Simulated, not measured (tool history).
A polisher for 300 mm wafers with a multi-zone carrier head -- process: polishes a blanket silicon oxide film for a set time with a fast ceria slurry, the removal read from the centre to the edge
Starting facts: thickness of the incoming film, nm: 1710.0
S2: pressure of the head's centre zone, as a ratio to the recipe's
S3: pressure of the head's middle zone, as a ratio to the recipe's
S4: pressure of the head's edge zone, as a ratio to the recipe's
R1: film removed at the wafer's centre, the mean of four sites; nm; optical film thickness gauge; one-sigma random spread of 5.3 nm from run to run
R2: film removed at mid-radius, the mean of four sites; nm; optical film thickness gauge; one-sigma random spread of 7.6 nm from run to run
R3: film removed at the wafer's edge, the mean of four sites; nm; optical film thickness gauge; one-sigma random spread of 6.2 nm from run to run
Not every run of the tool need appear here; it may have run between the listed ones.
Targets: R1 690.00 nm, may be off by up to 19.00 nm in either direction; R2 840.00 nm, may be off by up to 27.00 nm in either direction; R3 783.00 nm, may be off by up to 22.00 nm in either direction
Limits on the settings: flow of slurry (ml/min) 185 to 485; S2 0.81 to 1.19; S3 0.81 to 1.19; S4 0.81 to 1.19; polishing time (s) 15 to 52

{"run": 1, "day": 0.0, "flow of slurry (ml/min)": 310, "S2": 1.0, "S3": 1.0, "S4": 1.0, "polishing time (s)": 33, "R1": 580.22, "R2": 578.15, "R3": 596.64}
{"run": 2, "day": 0.1, "flow of slurry (ml/min)": 325, "S2": 0.99, "S3": 1.06, "S4": 1.04, "polishing time (s)": 35, "R1": 618.34, "R2": 640.43, "R3": 654.96}
{"run": 3, "day": 0.262, "flow of slurry (ml/min)": 300, "S2": 0.99, "S3": 1.06, "S4": 1.04, "polishing time (s)": 35, "R1": 613.56, "R2": 647.37, "R3": 636.58}
{"run": 4, "day": 0.454, "flow of slurry (ml/min)": 305, "S2": 0.97, "S3": 1.09, "S4": 1.07, "polishing time (s)": 37, "R1": 625.84, "R2": 695.99, "R3": 689.35}
{"run": 5, "day": 0.771, "flow of slurry (ml/min)": 315, "S2": 0.97, "S3": 1.12, "S4": 1.08, "polishing time (s)": 38, "R1": 653.68, "R2": 734.16, "R3": 718.07}
{"run": 6, "day": 0.904, "flow of slurry (ml/min)": 315, "S2": 0.97, "S3": 1.12, "S4": 1.04, "polishing time (s)": 38, "R1": 646.5, "R2": 725.61, "R3": 701.55}
{"run": 7, "day": 0.933, "flow of slurry (ml/min)": 295, "S2": 0.97, "S3": 1.14, "S4": 1.07, "polishing time (s)": 39, "R1": 662.27, "R2": 750.62, "R3": 713.33}
{"run": 8, "day": 1.117, "flow of slurry (ml/min)": 315, "S2": 0.96, "S3": 1.16, "S4": 1.07, "polishing time (s)": 40, "R1": 677.3, "R2": 786.24, "R3": 755.99}
{"run": 9, "day": 1.312, "flow of slurry (ml/min)": 315, "S2": 0.96, "S3": 1.16, "S4": 1.07, "polishing time (s)": 40, "R1": 677.31, "R2": 797.38, "R3": 751.6}
{"run": 10, "day": 1.612, "flow of slurry (ml/min)": 325, "S2": 0.96, "S3": 1.17, "S4": 1.07, "polishing time (s)": 40, "R1": 681.18, "R2": 806.77, "R3": 739.63}
{"run": 11, "day": 1.921, "flow of slurry (ml/min)": 335, "S2": 0.95, "S3": 1.17, "S4": 1.09, "polishing time (s)": 40, "R1": 666.35, "R2": 806.53, "R3": 753.67}
{"run": 12, "day": 2.242, "flow of slurry (ml/min)": 375, "S2": 0.97, "S3": 1.19, "S4": 1.12, "polishing time (s)": 41, "R1": 707.6, "R2": 846.76, "R3": 791.69}

Which of these 5 next moves meets every target?
{"run": "A", "day": 2.562, "flow of slurry (ml/min)": 350, "S2": 1.01, "S3": 1.19, "S4": 1.04, "polishing time (s)": 42, "R1": "?", "R2": "?", "R3": "?"}
{"run": "B", "day": 2.562, "flow of slurry (ml/min)": 365, "S2": 0.97, "S3": 1.13, "S4": 1.07, "polishing time (s)": 42, "R1": "?", "R2": "?", "R3": "?"}
{"run": "C", "day": 2.562, "flow of slurry (ml/min)": 325, "S2": 0.96, "S3": 1.19, "S4": 1.14, "polishing time (s)": 41, "R1": "?", "R2": "?", "R3": "?"}
{"run": "D", "day": 2.562, "flow of slurry (ml/min)": 345, "S2": 1.01, "S3": 1.19, "S4": 0.99, "polishing time (s)": 42, "R1": "?", "R2": "?", "R3": "?"}
{"run": "E", "day": 2.562, "flow of slurry (ml/min)": 340, "S2": 0.98, "S3": 1.19, "S4": 1.06, "polishing time (s)": 43, "R1": "?", "R2": "?", "R3": "?"}

move=A R1=748.48 R2=854.58 R3=795.46
move=B R1=721.25 R2=822.02 R3=807.10
move=C R1=688.91 R2=828.55 R3=800.61
move=D R1=747.41 R2=853.51 R3=780.12
move=E R1=741.20 R2=872.72 R3=818.68
A: its largest miss is bigger than the last run's
B: its largest miss is bigger than the last run's
C: all results land within tolerance of their targets
D: its largest miss is bigger than the last run's
E: its largest miss is bigger than the last run's
So the answer is move C, the one that meets all the targets.
